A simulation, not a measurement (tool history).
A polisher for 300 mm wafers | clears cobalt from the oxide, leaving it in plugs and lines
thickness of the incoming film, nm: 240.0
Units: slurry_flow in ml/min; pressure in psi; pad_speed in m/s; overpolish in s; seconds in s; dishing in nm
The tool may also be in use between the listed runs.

Run 1, hour 0.0: slurry_flow 170 ml/min, pressure 2.0 psi, pad_speed 1.04 m/s, overpolish 14 s. Result: seconds 40.328 s, dishing 13.597 nm.
Run 2, hour 4.2: slurry_flow 170 ml/min, pressure 1.9 psi, pad_speed 1.02 m/s, overpolish 14 s. Result: seconds 42.821 s, dishing 13.480 nm.
Run 3, hour 9.5: slurry_flow 170 ml/min, pressure 1.8 psi, pad_speed 1.00 m/s, overpolish 15 s. Result: seconds 46.124 s, dishing 13.833 nm.
Run 4, hour 17.0: slurry_flow 170 ml/min, pressure 1.7 psi, pad_speed 0.98 m/s, overpolish 14 s. Result: seconds 48.059 s, dishing 13.836 nm.
Run 5, hour 20.2: slurry_flow 170 ml/min, pressure 1.3 psi, pad_speed 0.98 m/s, overpolish 14 s. Result: seconds 59.143 s, dishing 13.527 nm.
Run 6, hour 25.4: slurry_flow 170 ml/min, pressure 1.3 psi, pad_speed 0.96 m/s, overpolish 14 s. Result: seconds 57.651 s, dishing 13.616 nm.

The next listed run, before its measurement:
Run 7, hour 33.9: slurry_flow 170 ml/min, pressure 1.3 psi, pad_speed 0.94 m/s, overpolish 14 s. Result: seconds ?, dishing ?.

{"run 7": {"seconds": 59.761, "dishing": 13.735}}

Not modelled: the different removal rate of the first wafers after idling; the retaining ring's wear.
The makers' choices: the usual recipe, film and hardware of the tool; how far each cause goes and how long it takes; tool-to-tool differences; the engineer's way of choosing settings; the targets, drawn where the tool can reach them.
